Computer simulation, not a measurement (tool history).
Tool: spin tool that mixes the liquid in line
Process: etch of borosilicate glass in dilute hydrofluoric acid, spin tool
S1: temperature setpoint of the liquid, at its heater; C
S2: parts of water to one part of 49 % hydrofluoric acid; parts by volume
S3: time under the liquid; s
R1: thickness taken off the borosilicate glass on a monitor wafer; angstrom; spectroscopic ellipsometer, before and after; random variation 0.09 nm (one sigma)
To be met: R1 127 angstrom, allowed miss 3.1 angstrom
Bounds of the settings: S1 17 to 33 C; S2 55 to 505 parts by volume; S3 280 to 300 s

run	hour	S1	S2	S3	R1
1	0	25	280	280	209.56
2	1.8	23	295	280	180.13
3	5.2	21.5	300	280	167.25
4	9.8	24.5	300	280	188.54
5	17.4	24.5	255	280	230.87
6	18.4	24.5	290	280	197.83
7	25.9	22.5	300	280	178.94
8	33.9	21.5	310	280	161.51
9	39.8	20.5	315	280	154.8
10	45.2	17	345	280	120.37
11	51.6	17.5	345	280	121.63

Which of these 4 next moves meets every target?
A	58	17	330	300	?
B	58	17	340	300	?
C	58	17	350	300	?
D	58	17	325	295	?

move	R1
A	135.67
B	130.7
C	126.02
D	135.97
A: takes the result that was furthest off past its target
B: takes the result that was furthest off past its target
C: meets every target
D: takes the result that was furthest off past its target
Answer: C
